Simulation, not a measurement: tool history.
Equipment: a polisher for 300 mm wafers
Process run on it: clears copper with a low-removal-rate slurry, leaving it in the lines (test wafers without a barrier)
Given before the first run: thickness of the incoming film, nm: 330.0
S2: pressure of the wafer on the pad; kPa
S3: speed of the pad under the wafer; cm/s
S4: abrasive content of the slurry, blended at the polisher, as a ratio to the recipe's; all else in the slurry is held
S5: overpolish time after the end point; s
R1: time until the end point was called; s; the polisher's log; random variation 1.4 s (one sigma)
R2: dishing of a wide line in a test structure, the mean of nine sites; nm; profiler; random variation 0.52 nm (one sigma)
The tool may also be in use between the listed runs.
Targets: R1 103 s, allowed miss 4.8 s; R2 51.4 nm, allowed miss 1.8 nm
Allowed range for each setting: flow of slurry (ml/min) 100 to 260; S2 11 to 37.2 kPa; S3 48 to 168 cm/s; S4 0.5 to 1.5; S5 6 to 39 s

{"run": 1, "hour": 0.0, "flow of slurry (ml/min)": 165, "S2": 24.1, "S3": 108, "S4": 1, "S5": 20, "R1": 99.36, "R2": 38.003}
{"run": 2, "hour": 4.1, "flow of slurry (ml/min)": 165, "S2": 24.1, "S3": 108, "S4": 1, "S5": 21, "R1": 96.362, "R2": 38.795}
{"run": 3, "hour": 6.9, "flow of slurry (ml/min)": 135, "S2": 24.1, "S3": 108, "S4": 1, "S5": 21, "R1": 102.48, "R2": 38.605}
{"run": 4, "hour": 14.6, "flow of slurry (ml/min)": 135, "S2": 24.1, "S3": 108, "S4": 1, "S5": 15, "R1": 101.59, "R2": 29.54}
{"run": 5, "hour": 19.6, "flow of slurry (ml/min)": 135, "S2": 24.1, "S3": 122, "S4": 1, "S5": 15, "R1": 91.924, "R2": 32.356}
{"run": 6, "hour": 27.0, "flow of slurry (ml/min)": 100, "S2": 24.1, "S3": 122, "S4": 1, "S5": 15, "R1": 93.521, "R2": 31.617}
{"run": 7, "hour": 34.6, "flow of slurry (ml/min)": 100, "S2": 24.1, "S3": 122, "S4": 1, "S5": 16, "R1": 92.249, "R2": 33.74}
{"run": 8, "hour": 42.8, "flow of slurry (ml/min)": 100, "S2": 24.1, "S3": 122, "S4": 1, "S5": 17, "R1": 94.999, "R2": 35.116}
{"run": 9, "hour": 43.4, "flow of slurry (ml/min)": 100, "S2": 24.1, "S3": 122, "S4": 1, "S5": 18, "R1": 94.024, "R2": 35.901}
{"run": 10, "hour": 47.7, "flow of slurry (ml/min)": 100, "S2": 24.1, "S3": 122, "S4": 1, "S5": 19, "R1": 96.416, "R2": 36.791}
{"run": 11, "hour": 48.4, "flow of slurry (ml/min)": 100, "S2": 23.4, "S3": 120, "S4": 1, "S5": 29, "R1": 97.544, "R2": 49.046}
{"run": 12, "hour": 50.6, "flow of slurry (ml/min)": 100, "S2": 22.8, "S3": 118, "S4": 1, "S5": 31, "R1": 103.02, "R2": 49.006}

Which single option among these 5 for the next run brings every result within its allowed miss of target? Just one does.
{"run": "A", "hour": 52.8, "flow of slurry (ml/min)": 120, "S2": 27.6, "S3": 106, "S4": 1, "S5": 25, "R1": "?", "R2": "?"}
{"run": "B", "hour": 52.8, "flow of slurry (ml/min)": 100, "S2": 24.1, "S3": 112, "S4": 0.9, "S5": 29, "R1": "?", "R2": "?"}
{"run": "C", "hour": 52.8, "flow of slurry (ml/min)": 105, "S2": 26.9, "S3": 104, "S4": 0.8, "S5": 33, "R1": "?", "R2": "?"}
{"run": "D", "hour": 52.8, "flow of slurry (ml/min)": 105, "S2": 26.2, "S3": 116, "S4": 1.1, "S5": 24, "R1": "?", "R2": "?"}
{"run": "E", "hour": 52.8, "flow of slurry (ml/min)": 105, "S2": 20, "S3": 152, "S4": 0.75, "S5": 26, "R1": "?", "R2": "?"}

move=A R1=91.482 R2=47.393
move=B R1=104.86 R2=47.273
move=C R1=103.31 R2=52.181
move=D R1=88.289 R2=47.051
move=E R1=98.351 R2=45.189
A: misses by more than the last run did
B: misses by more than the last run did
C: every result within its allowed miss
D: misses by more than the last run did
E: misses by more than the last run did
C is the move that brings every result within its allowed miss.
